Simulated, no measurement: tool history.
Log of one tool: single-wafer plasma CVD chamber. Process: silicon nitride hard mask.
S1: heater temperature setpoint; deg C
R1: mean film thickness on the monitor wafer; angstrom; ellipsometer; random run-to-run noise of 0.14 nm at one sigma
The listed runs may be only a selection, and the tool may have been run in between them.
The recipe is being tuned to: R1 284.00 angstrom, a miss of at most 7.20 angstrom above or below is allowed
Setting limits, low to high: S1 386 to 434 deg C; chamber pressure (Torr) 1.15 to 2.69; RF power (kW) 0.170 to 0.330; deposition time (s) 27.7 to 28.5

run 1 day=0.000 | S1=410 chamber_pressure_(Torr)=1.92 RF_power_(kW)=0.250 deposition_time_(s)=27.7 | R1=319.93
run 2 day=0.117 | S1=410 chamber_pressure_(Torr)=1.92 RF_power_(kW)=0.250 deposition_time_(s)=27.7 | R1=319.57
run 3 day=0.429 | S1=410 chamber_pressure_(Torr)=1.80 RF_power_(kW)=0.245 deposition_time_(s)=27.7 | R1=308.65
run 4 day=0.658 | S1=410 chamber_pressure_(Torr)=1.71 RF_power_(kW)=0.240 deposition_time_(s)=27.7 | R1=299.55
run 5 day=0.788 | S1=401 chamber_pressure_(Torr)=1.71 RF_power_(kW)=0.240 deposition_time_(s)=27.7 | R1=296.62
run 6 day=0.912 | S1=401 chamber_pressure_(Torr)=1.66 RF_power_(kW)=0.240 deposition_time_(s)=27.7 | R1=296.75
run 7 day=1.262 | S1=401 chamber_pressure_(Torr)=1.61 RF_power_(kW)=0.240 deposition_time_(s)=27.7 | R1=291.97
run 8 day=1.371 | S1=401 chamber_pressure_(Torr)=1.58 RF_power_(kW)=0.240 deposition_time_(s)=27.7 | R1=292.97

Which of these 4 next moves meets every target?
run A day=1.479 | S1=400 chamber_pressure_(Torr)=1.86 RF_power_(kW)=0.240 deposition_time_(s)=27.7 | R1=?
run B day=1.479 | S1=405 chamber_pressure_(Torr)=1.66 RF_power_(kW)=0.245 deposition_time_(s)=28.5 | R1=?
run C day=1.479 | S1=404 chamber_pressure_(Torr)=1.53 RF_power_(kW)=0.230 deposition_time_(s)=28.2 | R1=?
run D day=1.479 | S1=401 chamber_pressure_(Torr)=1.69 RF_power_(kW)=0.240 deposition_time_(s)=28.5 | R1=?

move=A R1=307.70
move=B R1=311.19
move=C R1=283.00
move=D R1=307.57
A: misses by more than the last run did
B: misses by more than the last run did
C: every result within its allowed miss
D: misses by more than the last run did
Correct choice: C, which meets every target
